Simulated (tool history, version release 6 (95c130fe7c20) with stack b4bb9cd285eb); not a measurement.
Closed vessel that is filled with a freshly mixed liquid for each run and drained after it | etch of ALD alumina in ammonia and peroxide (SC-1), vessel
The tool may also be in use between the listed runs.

run,hour,temperature setpoint of the liquid (C),parts of 29 % ammonia solution to one part of 30 % peroxide (parts by volume),time in the liquid (s),thickness taken off the ALD alumina on a monitor wafer (Å)
1,0.0,52.0,0.6,1215,794.54
2,7.5,49.0,0.6,1215,670.83
3,10.3,52.0,0.6,1215,786.19
4,11.7,49.0,0.6,1215,674.20
5,12.5,47.0,0.6,1215,600.08
6,18.5,43.0,0.6,1215,472.65
7,20.0,42.5,0.6,1215,462.09

Forecast run 8:
8,26.8,42.0,0.6,1215,?

thickness taken off the ALD alumina on a monitor wafer (Å): 446.44
